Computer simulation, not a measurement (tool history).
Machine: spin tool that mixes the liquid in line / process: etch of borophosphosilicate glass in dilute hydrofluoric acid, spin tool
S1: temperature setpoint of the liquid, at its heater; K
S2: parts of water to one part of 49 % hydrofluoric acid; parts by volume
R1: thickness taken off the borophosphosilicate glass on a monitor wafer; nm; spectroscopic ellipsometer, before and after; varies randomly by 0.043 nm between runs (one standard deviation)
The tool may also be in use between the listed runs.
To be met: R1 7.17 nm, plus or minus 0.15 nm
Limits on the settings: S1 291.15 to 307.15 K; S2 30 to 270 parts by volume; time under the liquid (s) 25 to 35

Run 1, hour 0: S1 299.15 K, S2 150 parts by volume, time under the liquid (s) 35. Result: R1 8.6705 nm.
Run 2, hour 6.3: S1 299.15 K, S2 105 parts by volume, time under the liquid (s) 35. Result: R1 13.184 nm.
Run 3, hour 7.4: S1 299.15 K, S2 50 parts by volume, time under the liquid (s) 35. Result: R1 29.492 nm.
Run 4, hour 15.5: S1 299.15 K, S2 100 parts by volume, time under the liquid (s) 35. Result: R1 13.894 nm.
Run 5, hour 18.3: S1 297.15 K, S2 110 parts by volume, time under the liquid (s) 35. Result: R1 11.604 nm.
Run 6, hour 19.1: S1 295.65 K, S2 115 parts by volume, time under the liquid (s) 35. Result: R1 10.313 nm.
Run 7, hour 24.3: S1 294.65 K, S2 120 parts by volume, time under the liquid (s) 35. Result: R1 9.6202 nm.
Run 8, hour 27.3: S1 293.65 K, S2 125 parts by volume, time under the liquid (s) 35. Result: R1 8.689 nm.
Run 9, hour 30.8: S1 293.15 K, S2 125 parts by volume, time under the liquid (s) 35. Result: R1 8.5214 nm.
Run 10, hour 38.8: S1 292.65 K, S2 125 parts by volume, time under the liquid (s) 35. Result: R1 8.3637 nm.
Run 11, hour 44.1: S1 291.15 K, S2 140 parts by volume, time under the liquid (s) 35. Result: R1 6.8753 nm.

Consider the 5 candidate settings below. Which is the only one whose results all fall within their allowed miss of target?
Run A, hour 49.4: S1 292.15 K, S2 150 parts by volume, time under the liquid (s) 35. Result: R1 ?.
Run B, hour 49.4: S1 291.15 K, S2 135 parts by volume, time under the liquid (s) 35. Result: R1 ?.
Run C, hour 49.4: S1 292.65 K, S2 130 parts by volume, time under the liquid (s) 30. Result: R1 ?.
Run D, hour 49.4: S1 292.15 K, S2 130 parts by volume, time under the liquid (s) 30. Result: R1 ?.
Run E, hour 49.4: S1 293.15 K, S2 150 parts by volume, time under the liquid (s) 35. Result: R1 ?.

move      R1
   A  6.6297
   B  7.1717
   C  6.8215
   D  6.6835
   E  6.9024
A: its largest miss is bigger than the last run's
B: meets every target
C: its largest miss is bigger than the last run's
D: its largest miss is bigger than the last run's
E: moves toward the targets from the last run without getting all of them in spec
B meets every target.
